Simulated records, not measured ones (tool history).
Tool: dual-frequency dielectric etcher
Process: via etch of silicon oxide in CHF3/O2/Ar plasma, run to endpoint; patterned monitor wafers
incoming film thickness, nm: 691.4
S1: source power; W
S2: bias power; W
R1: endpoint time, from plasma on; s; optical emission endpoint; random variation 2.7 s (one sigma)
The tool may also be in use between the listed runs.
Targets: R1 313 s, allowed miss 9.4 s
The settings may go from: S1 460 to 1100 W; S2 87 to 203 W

| run | hour | S1 | S2 | R1 |
|---|---|---|---|---|
| 1 | 0 | 780 | 145 | 354.64 |
| 2 | 6 | 780 | 123 | 369.71 |
| 3 | 7.2 | 820 | 126 | 364.66 |
| 4 | 9.4 | 850 | 131 | 353.12 |
| 5 | 10.5 | 980 | 131 | 333.74 |
| 6 | 18.8 | 990 | 132 | 340.98 |
| 7 | 22.4 | 1010 | 136 | 329.88 |
| 8 | 24.6 | 1020 | 138 | 324.5 |
| 9 | 33.1 | 1030 | 139 | 325.37 |

5 next moves are on the table. One of them brings every result within its allowed miss. Which?
| A | 41.6 | 950 | 130 | ? |
| B | 41.6 | 980 | 118 | ? |
| C | 41.6 | 880 | 148 | ? |
| D | 41.6 | 950 | 121 | ? |
| E | 41.6 | 1100 | 152 | ? |

| move | R1 |
|---|---|
| A | 342.29 |
| B | 348.44 |
| C | 337.41 |
| D | 349.46 |
| E | 311.61 |
A: further off than the last run
B: further off than the last run
C: further off than the last run
D: further off than the last run
E: meets every target
The right move is E.
